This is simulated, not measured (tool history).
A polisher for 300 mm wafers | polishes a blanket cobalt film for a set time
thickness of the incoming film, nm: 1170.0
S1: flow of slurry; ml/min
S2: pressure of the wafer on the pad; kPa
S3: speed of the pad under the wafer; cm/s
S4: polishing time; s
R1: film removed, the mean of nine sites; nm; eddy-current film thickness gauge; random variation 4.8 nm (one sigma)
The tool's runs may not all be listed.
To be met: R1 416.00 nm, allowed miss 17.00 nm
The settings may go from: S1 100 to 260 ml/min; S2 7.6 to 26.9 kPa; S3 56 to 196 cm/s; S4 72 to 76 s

{"run": 1, "hour": 0.0, "S1": 165, "S2": 17.2, "S3": 126, "S4": 72, "R1": 549.39}
{"run": 2, "hour": 3.2, "S1": 185, "S2": 17.2, "S3": 126, "S4": 72, "R1": 572.96}
{"run": 3, "hour": 11.8, "S1": 215, "S2": 17.2, "S3": 126, "S4": 72, "R1": 566.67}
{"run": 4, "hour": 16.8, "S1": 215, "S2": 17.2, "S3": 126, "S4": 72, "R1": 573.96}
{"run": 5, "hour": 25.4, "S1": 215, "S2": 15.9, "S3": 126, "S4": 72, "R1": 540.55}
{"run": 6, "hour": 32.2, "S1": 215, "S2": 15.9, "S3": 126, "S4": 76, "R1": 561.45}
{"run": 7, "hour": 34.2, "S1": 215, "S2": 15.2, "S3": 126, "S4": 76, "R1": 539.27}
{"run": 8, "hour": 38.3, "S1": 200, "S2": 10.3, "S3": 124, "S4": 76, "R1": 359.3}
{"run": 9, "hour": 40.4, "S1": 230, "S2": 12.4, "S3": 124, "S4": 76, "R1": 438.96}

Which of these 5 next moves meets every target?
{"run": "A", "hour": 42.5, "S1": 260, "S2": 14.5, "S3": 118, "S4": 72, "R1": "?"}
{"run": "B", "hour": 42.5, "S1": 245, "S2": 11.7, "S3": 144, "S4": 72, "R1": "?"}
{"run": "C", "hour": 42.5, "S1": 200, "S2": 11.7, "S3": 146, "S4": 76, "R1": "?"}
{"run": "D", "hour": 42.5, "S1": 235, "S2": 13.1, "S3": 110, "S4": 76, "R1": "?"}
{"run": "E", "hour": 42.5, "S1": 260, "S2": 9.7, "S3": 166, "S4": 76, "R1": "?"}

move=A R1=463.37
move=B R1=455.98
move=C R1=475.57
move=D R1=410.41
move=E R1=462.55
A: further off than the last run
B: further off than the last run
C: further off than the last run
D: meets every target
E: further off than the last run
The right move is D.
